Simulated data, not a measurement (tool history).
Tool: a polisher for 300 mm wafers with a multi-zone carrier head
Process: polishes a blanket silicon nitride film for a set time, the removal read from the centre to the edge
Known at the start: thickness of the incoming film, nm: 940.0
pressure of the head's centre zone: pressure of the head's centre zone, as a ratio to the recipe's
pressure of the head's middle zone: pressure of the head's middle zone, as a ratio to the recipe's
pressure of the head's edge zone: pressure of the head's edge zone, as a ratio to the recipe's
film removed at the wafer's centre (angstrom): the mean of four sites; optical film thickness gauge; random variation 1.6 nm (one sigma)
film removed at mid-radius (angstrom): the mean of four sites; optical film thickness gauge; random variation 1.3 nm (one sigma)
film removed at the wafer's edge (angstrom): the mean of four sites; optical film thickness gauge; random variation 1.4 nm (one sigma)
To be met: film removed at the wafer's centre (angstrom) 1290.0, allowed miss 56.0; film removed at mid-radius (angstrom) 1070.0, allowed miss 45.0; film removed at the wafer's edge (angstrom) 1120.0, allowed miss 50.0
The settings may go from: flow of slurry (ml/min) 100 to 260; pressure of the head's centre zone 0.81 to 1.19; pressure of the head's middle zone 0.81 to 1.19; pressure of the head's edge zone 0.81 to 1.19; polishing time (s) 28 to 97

run,hour,flow of slurry (ml/min),pressure of the head's centre zone,pressure of the head's middle zone,pressure of the head's edge zone,polishing time (s),film removed at the wafer's centre (angstrom),film removed at mid-radius (angstrom),film removed at the wafer's edge (angstrom)
1,0.0,165,1.00,1.00,1.00,62,1615.9,1581.2,1598.3
2,4.6,165,1.00,0.92,1.00,62,1578.1,1486.1,1587.4
3,5.8,165,1.01,0.91,0.99,60,1583.7,1409.6,1545.2
4,10.5,165,1.01,0.91,0.98,58,1526.1,1365.1,1466.3
5,15.6,165,1.01,0.90,0.97,57,1497.1,1333.1,1446.1
# hour 22.7: worn pad replaced by a new one
6,22.7,165,1.01,0.90,1.05,57,1631.9,1488.9,1688.8
7,28.8,145,1.00,0.84,0.95,57,1577.7,1354.4,1564.0
8,30.6,150,1.00,0.84,0.94,56,1579.6,1337.1,1544.7
9,38.2,150,1.00,0.85,0.93,55,1556.5,1320.1,1490.9
10,41.6,150,1.00,0.85,0.92,53,1489.4,1290.2,1427.5
11,42.1,150,1.00,0.85,0.91,52,1476.6,1260.7,1405.3
12,49.6,150,1.00,0.85,0.90,51,1436.0,1246.1,1349.5

Which of these 4 next moves meets every target?
A,57.1,190,0.97,1.13,0.81,46,?,?,?
B,57.1,165,1.04,0.85,0.81,43,?,?,?
C,57.1,135,0.81,0.99,1.07,57,?,?,?
D,57.1,145,0.95,0.92,0.86,46,?,?,?

move,film removed at the wafer's centre (angstrom),film removed at mid-radius (angstrom),film removed at the wafer's edge (angstrom)
A,1298.9,1464.3,1226.4
B,1269.1,1054.1,1133.0
C,1258.0,1533.2,1664.8
D,1209.6,1178.4,1224.0
A: further off than the last run
B: meets every target
C: further off than the last run
D: nearer than the last run, and not there yet
The right move is B.

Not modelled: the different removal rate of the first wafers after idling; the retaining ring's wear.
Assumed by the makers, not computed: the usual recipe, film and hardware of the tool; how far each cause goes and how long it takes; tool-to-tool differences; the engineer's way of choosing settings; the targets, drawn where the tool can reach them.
